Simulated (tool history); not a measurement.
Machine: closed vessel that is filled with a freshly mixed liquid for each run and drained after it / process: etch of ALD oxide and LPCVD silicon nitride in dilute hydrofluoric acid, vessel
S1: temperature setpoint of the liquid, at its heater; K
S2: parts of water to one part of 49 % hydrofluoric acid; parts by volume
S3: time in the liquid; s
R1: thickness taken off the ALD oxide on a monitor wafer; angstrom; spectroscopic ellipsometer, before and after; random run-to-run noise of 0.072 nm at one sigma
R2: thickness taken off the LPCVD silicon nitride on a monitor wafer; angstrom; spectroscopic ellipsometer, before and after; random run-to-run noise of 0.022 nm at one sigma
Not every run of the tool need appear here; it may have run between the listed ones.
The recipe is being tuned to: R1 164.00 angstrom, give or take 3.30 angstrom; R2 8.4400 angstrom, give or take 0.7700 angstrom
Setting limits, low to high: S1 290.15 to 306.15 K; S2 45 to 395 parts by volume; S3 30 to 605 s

run,hour,S1,S2,S3,R1,R2
1,0.0,298.15,220,310,116.20,7.3460
2,1.0,298.15,205,305,124.99,7.6498
3,8.6,296.65,205,305,118.92,7.0565
4,17.6,297.15,190,300,130.41,7.6832
5,19.7,297.15,180,295,136.33,8.2122
6,24.1,295.65,180,295,128.87,7.3364
7,27.9,295.65,170,295,137.04,7.3655
8,36.5,295.65,165,295,142.69,7.9678
9,38.3,295.65,160,295,148.99,8.3771
10,42.2,295.15,155,295,150.15,7.9428

Exercise: of the 5 proposed moves below, exactly one satisfies all targets within the stated allowed misses. Which move is it?
A,46.1,300.15,180,315,?,?
B,46.1,292.15,150,365,?,?
C,46.1,300.65,180,330,?,?
D,46.1,293.15,120,275,?,?
E,46.1,292.15,185,445,?,?

move,R1,R2
A,163.04,10.2060
B,172.55,8.4353
C,173.92,11.0280
D,174.61,8.4479
E,164.73,8.3925
A: meets the target for the result that was furthest off, but another lies outside its allowed miss
B: carries the result that was furthest off beyond its target, to the other side
C: carries the result that was furthest off beyond its target, to the other side
D: carries the result that was furthest off beyond its target, to the other side
E: all results in spec
E is the move that brings every result within its allowed miss.
